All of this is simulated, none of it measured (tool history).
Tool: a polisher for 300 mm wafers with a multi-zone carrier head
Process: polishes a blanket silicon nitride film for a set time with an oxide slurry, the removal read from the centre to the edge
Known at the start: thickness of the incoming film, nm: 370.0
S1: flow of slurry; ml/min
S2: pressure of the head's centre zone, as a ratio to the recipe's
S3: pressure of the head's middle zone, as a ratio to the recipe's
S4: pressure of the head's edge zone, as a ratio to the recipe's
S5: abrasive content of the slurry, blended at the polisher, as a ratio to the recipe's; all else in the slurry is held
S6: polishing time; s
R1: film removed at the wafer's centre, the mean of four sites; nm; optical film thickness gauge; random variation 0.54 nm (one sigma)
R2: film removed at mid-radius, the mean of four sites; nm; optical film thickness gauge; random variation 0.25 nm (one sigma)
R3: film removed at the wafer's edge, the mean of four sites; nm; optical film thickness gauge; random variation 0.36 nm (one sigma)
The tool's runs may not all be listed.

Run 1, hour 0: S1 220 ml/min, S2 1, S3 1, S4 1, S5 1, S6 40 s. Result: R1 30.233 nm, R2 31.471 nm, R3 30.8 nm.
Run 2, hour 8.7: S1 235 ml/min, S2 1.03, S3 1.04, S4 1.02, S5 1.05, S6 40 s. Result: R1 32.062 nm, R2 32.96 nm, R3 31.243 nm.
Run 3, hour 10.8: S1 180 ml/min, S2 1.03, S3 1.04, S4 1.02, S5 1.05, S6 40 s. Result: R1 31.903 nm, R2 32.274 nm, R3 30.754 nm.
Run 4, hour 18.1: S1 180 ml/min, S2 1.03, S3 1.04, S4 1.09, S5 1.05, S6 40 s. Result: R1 32.74 nm, R2 31.884 nm, R3 32.156 nm.
Run 5, hour 19: S1 180 ml/min, S2 1.03, S3 1.04, S4 1.17, S5 1.05, S6 40 s. Result: R1 32.273 nm, R2 32.018 nm, R3 33.362 nm.
Run 6, hour 21.5: S1 180 ml/min, S2 1.03, S3 1, S4 1.17, S5 1.05, S6 40 s. Result: R1 32.429 nm, R2 31.318 nm, R3 33.173 nm.

Forecast run 7:
Run 7, hour 28.9: S1 180 ml/min, S2 1.03, S3 1, S4 1.17, S5 1.05, S6 40 s. Result: R1 ?, R2 ?, R3 ?.

{"run 7": {"R1": 32.442, "R2": 31.439, "R3": 33.244}}
